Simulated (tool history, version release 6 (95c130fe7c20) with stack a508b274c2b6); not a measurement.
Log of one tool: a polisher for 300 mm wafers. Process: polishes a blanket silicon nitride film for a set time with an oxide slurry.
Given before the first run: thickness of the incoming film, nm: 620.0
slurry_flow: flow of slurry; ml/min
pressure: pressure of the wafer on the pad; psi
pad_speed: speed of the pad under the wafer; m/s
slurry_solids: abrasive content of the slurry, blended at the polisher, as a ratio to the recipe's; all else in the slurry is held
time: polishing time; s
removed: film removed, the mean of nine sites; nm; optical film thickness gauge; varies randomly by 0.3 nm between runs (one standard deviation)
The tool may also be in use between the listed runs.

run 1 hour=0 | slurry_flow=170 pressure=3 pad_speed=1.42 slurry_solids=1 time=48 | removed=32.7
run 2 hour=1.7 | slurry_flow=170 pressure=3 pad_speed=1.56 slurry_solids=1 time=48 | removed=37.039
run 3 hour=6 | slurry_flow=170 pressure=2.7 pad_speed=1.56 slurry_solids=1 time=48 | removed=33.911
run 4 hour=7.5 | slurry_flow=170 pressure=2.7 pad_speed=1.56 slurry_solids=1 time=48 | removed=34.539
run 5 hour=8.4 | slurry_flow=170 pressure=2.7 pad_speed=1.56 slurry_solids=1 time=43 | removed=30.158
run 6 hour=16.8 | slurry_flow=170 pressure=2.6 pad_speed=1.56 slurry_solids=1 time=43 | removed=29.573
run 7 hour=19.1 | slurry_flow=170 pressure=2.5 pad_speed=1.56 slurry_solids=1 time=43 | removed=28.869
run 8 hour=19.9 | slurry_flow=170 pressure=2.4 pad_speed=1.56 slurry_solids=1 time=43 | removed=27.583
run 9 hour=27.2 | slurry_flow=170 pressure=2.3 pad_speed=1.56 slurry_solids=1 time=43 | removed=27.437

Run 10, settings as shown, results not yet in. Your forecast:
run 10 hour=30 | slurry_flow=170 pressure=2.2 pad_speed=1.56 slurry_solids=1 time=43 | removed=?

removed: 26.558 nm

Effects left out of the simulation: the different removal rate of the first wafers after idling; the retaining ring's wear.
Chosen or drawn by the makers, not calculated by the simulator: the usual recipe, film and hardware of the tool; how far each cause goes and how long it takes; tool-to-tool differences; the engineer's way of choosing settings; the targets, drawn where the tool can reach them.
